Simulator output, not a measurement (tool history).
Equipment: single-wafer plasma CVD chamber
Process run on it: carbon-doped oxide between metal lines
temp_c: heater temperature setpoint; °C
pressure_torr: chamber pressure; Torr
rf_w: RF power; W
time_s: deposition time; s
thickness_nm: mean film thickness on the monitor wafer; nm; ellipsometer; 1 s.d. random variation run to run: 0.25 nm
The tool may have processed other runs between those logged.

run	day	temp_c	pressure_torr	rf_w	time_s	thickness_nm
1	0	370	6.09	505	9.4	47.35
2	0.196	368	6.27	540	9.4	50.404
3	0.517	366	6.48	555	9.4	51.868
4	0.688	366	6.48	520	9.4	49.402
5	0.792	364	6.7	540	9.4	51.211
6	1.042	364	5.91	540	9.4	50.662
7	1.267	362	6.02	555	9.4	52.036

Run 8 is up next; what results do you expect?
8	1.479	361	6.13	565	9.4	?

{"run 8": {"thickness_nm": 53.101}}
